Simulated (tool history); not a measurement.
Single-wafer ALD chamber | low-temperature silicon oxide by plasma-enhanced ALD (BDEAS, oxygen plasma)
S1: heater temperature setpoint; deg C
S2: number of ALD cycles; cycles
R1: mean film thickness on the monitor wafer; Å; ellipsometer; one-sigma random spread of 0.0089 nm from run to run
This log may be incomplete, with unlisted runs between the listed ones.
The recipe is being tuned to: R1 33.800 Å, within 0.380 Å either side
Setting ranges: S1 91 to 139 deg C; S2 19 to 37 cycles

{"run": 1, "hour": 0.0, "S1": 115, "S2": 28, "R1": 39.734}
{"run": 2, "hour": 9.0, "S1": 104, "S2": 28, "R1": 40.669}
{"run": 3, "hour": 16.0, "S1": 114, "S2": 28, "R1": 40.037}
{"run": 4, "hour": 23.0, "S1": 120, "S2": 28, "R1": 39.433}
{"run": 5, "hour": 28.9, "S1": 122, "S2": 27, "R1": 37.984}
{"run": 6, "hour": 32.0, "S1": 124, "S2": 26, "R1": 36.406}
{"run": 7, "hour": 37.0, "S1": 126, "S2": 26, "R1": 36.338}
{"run": 8, "hour": 42.1, "S1": 128, "S2": 26, "R1": 36.19}
{"run": 9, "hour": 48.1, "S1": 129, "S2": 26, "R1": 36.267}

4 next moves are on the table. One of them brings every result within its allowed miss. Which?
{"run": "A", "hour": 54.1, "S1": 132, "S2": 25, "R1": "?"}
{"run": "B", "hour": 54.1, "S1": 121, "S2": 24, "R1": "?"}
{"run": "C", "hour": 54.1, "S1": 139, "S2": 24, "R1": "?"}
{"run": "D", "hour": 54.1, "S1": 137, "S2": 24, "R1": "?"}

move=A R1=34.361
move=B R1=33.596
move=C R1=32.599
move=D R1=32.710
A: closer than the last run, but not yet in spec
B: every result lands within tolerance
C: moves the result that the last run missed by most past its target, out the other side
D: moves the result that the last run missed by most past its target, out the other side
B meets every target.
